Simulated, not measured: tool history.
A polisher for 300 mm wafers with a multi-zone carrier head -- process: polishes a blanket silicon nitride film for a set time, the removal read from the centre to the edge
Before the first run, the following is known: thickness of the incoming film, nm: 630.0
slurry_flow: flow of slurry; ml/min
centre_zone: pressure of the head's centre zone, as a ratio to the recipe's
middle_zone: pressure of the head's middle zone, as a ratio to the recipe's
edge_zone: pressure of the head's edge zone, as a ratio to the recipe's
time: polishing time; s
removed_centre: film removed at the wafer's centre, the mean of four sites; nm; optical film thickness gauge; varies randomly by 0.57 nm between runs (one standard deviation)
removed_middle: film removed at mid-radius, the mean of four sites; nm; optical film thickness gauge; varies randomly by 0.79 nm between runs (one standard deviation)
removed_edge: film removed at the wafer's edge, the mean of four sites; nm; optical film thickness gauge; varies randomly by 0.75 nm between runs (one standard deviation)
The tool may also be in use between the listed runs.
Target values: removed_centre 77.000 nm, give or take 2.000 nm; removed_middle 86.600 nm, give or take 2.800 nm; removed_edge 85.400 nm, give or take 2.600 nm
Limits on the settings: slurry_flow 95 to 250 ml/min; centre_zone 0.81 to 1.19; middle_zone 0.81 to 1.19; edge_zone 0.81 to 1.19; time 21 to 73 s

run,hour,slurry_flow,centre_zone,middle_zone,edge_zone,time,removed_centre,removed_middle,removed_edge
1,0.0,160,1.00,1.00,1.00,47,105.640,103.730,105.910
2,5.6,150,0.96,0.99,0.96,46,96.710,101.310,99.691
3,12.4,150,0.96,0.99,0.88,46,98.023,99.646,97.032
4,17.5,150,0.96,0.99,0.88,56,118.830,121.010,117.180
5,18.8,150,0.92,0.99,0.88,56,113.030,119.770,118.360
6,20.7,140,0.90,0.98,0.86,53,102.990,110.590,110.280
7,29.3,135,0.89,0.98,0.85,50,95.265,105.330,102.140
8,38.1,130,0.88,0.97,0.84,48,89.968,100.220,95.435
9,44.6,125,0.86,0.95,0.83,47,83.670,95.882,93.731
10,51.5,120,0.86,0.94,0.83,46,82.127,90.507,90.600
11,60.1,115,0.86,0.94,0.83,46,81.041,90.213,88.126
12,61.6,110,0.86,0.94,0.83,46,79.245,89.130,89.039
13,68.8,105,0.86,0.94,0.83,46,78.094,87.053,88.157

Consider the 5 candidate settings below. Which is the only one whose results all fall within their allowed miss of target?
A,76.0,100,0.92,0.98,0.86,45,?,?,?
B,76.0,95,0.87,0.97,0.85,49,?,?,?
C,76.0,145,0.88,1.08,0.81,40,?,?,?
D,76.0,125,0.88,0.97,0.88,42,?,?,?
E,76.0,95,0.82,0.93,0.83,49,?,?,?

move,removed_centre,removed_middle,removed_edge
A,80.828,86.758,86.591
B,81.431,91.976,92.667
C,77.371,92.905,80.418
D,77.944,85.917,85.543
E,76.688,88.815,91.742
A: the worst result of the last run now meets its target, but another is out of spec
B: its largest miss is bigger than the last run's
C: takes the result that was furthest off past its target
D: all results in spec
E: its largest miss is bigger than the last run's
Move D is the one to make.

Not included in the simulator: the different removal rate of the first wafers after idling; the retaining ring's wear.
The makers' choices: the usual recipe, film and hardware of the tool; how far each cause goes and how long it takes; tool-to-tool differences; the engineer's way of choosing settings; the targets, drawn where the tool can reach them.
